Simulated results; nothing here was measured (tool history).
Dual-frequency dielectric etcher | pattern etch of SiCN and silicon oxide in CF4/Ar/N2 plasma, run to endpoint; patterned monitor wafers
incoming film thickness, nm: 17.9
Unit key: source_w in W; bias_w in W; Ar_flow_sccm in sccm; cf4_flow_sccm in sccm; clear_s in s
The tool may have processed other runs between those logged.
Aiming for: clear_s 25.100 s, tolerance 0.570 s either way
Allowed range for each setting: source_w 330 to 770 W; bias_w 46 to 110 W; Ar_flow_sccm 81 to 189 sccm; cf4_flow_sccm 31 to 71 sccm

Run 1, hour 0.0: source_w 550 W, bias_w 78 W, Ar_flow_sccm 135 sccm, cf4_flow_sccm 51 sccm. Result: clear_s 19.715 s.
Run 2, hour 1.1: source_w 610 W, bias_w 78 W, Ar_flow_sccm 135 sccm, cf4_flow_sccm 51 sccm. Result: clear_s 17.326 s.
Run 3, hour 8.2: source_w 610 W, bias_w 78 W, Ar_flow_sccm 135 sccm, cf4_flow_sccm 44 sccm. Result: clear_s 17.799 s.
Run 4, hour 10.2: source_w 610 W, bias_w 78 W, Ar_flow_sccm 135 sccm, cf4_flow_sccm 38 sccm. Result: clear_s 18.462 s.
Run 5, hour 16.3: source_w 610 W, bias_w 78 W, Ar_flow_sccm 135 sccm, cf4_flow_sccm 32 sccm. Result: clear_s 19.135 s.
Run 6, hour 23.5: source_w 610 W, bias_w 78 W, Ar_flow_sccm 120 sccm, cf4_flow_sccm 32 sccm. Result: clear_s 18.468 s.
Run 7, hour 24.7: source_w 590 W, bias_w 78 W, Ar_flow_sccm 120 sccm, cf4_flow_sccm 32 sccm. Result: clear_s 19.431 s.
Run 8, hour 27.3: source_w 570 W, bias_w 78 W, Ar_flow_sccm 120 sccm, cf4_flow_sccm 32 sccm. Result: clear_s 20.009 s.
Run 9, hour 28.6: source_w 560 W, bias_w 78 W, Ar_flow_sccm 120 sccm, cf4_flow_sccm 32 sccm. Result: clear_s 20.385 s.
Run 10, hour 30.0: source_w 550 W, bias_w 78 W, Ar_flow_sccm 120 sccm, cf4_flow_sccm 32 sccm. Result: clear_s 20.802 s.
Run 11, hour 30.5: source_w 540 W, bias_w 78 W, Ar_flow_sccm 120 sccm, cf4_flow_sccm 32 sccm. Result: clear_s 21.254 s.
Run 12, hour 35.3: source_w 530 W, bias_w 78 W, Ar_flow_sccm 120 sccm, cf4_flow_sccm 32 sccm. Result: clear_s 21.680 s.
Run 13, hour 43.9: source_w 520 W, bias_w 78 W, Ar_flow_sccm 120 sccm, cf4_flow_sccm 32 sccm. Result: clear_s 22.264 s.
Run 14, hour 48.4: source_w 510 W, bias_w 78 W, Ar_flow_sccm 120 sccm, cf4_flow_sccm 32 sccm. Result: clear_s 22.715 s.
Run 15, hour 49.1: source_w 500 W, bias_w 78 W, Ar_flow_sccm 120 sccm, cf4_flow_sccm 32 sccm. Result: clear_s 23.077 s.
Run 16, hour 56.7: source_w 480 W, bias_w 78 W, Ar_flow_sccm 120 sccm, cf4_flow_sccm 32 sccm. Result: clear_s 24.101 s.

Which single option among these 5 for the next run brings every result within its allowed miss of target? Just one does.
Run A, hour 64.3: source_w 480 W, bias_w 75 W, Ar_flow_sccm 122 sccm, cf4_flow_sccm 31 sccm. Result: clear_s ?.
Run B, hour 64.3: source_w 480 W, bias_w 86 W, Ar_flow_sccm 118 sccm, cf4_flow_sccm 36 sccm. Result: clear_s ?.
Run C, hour 64.3: source_w 490 W, bias_w 78 W, Ar_flow_sccm 120 sccm, cf4_flow_sccm 31 sccm. Result: clear_s ?.
Run D, hour 64.3: source_w 480 W, bias_w 77 W, Ar_flow_sccm 116 sccm, cf4_flow_sccm 39 sccm. Result: clear_s ?.
Run E, hour 64.3: source_w 470 W, bias_w 83 W, Ar_flow_sccm 120 sccm, cf4_flow_sccm 35 sccm. Result: clear_s ?.

move  clear_s
   A   24.994
   B   22.543
   C   23.839
   D   23.375
   E   23.707
A: every result within its allowed miss
B: misses by more than the last run did
C: misses by more than the last run did
D: misses by more than the last run did
E: misses by more than the last run did
Go with A: it meets all targets.

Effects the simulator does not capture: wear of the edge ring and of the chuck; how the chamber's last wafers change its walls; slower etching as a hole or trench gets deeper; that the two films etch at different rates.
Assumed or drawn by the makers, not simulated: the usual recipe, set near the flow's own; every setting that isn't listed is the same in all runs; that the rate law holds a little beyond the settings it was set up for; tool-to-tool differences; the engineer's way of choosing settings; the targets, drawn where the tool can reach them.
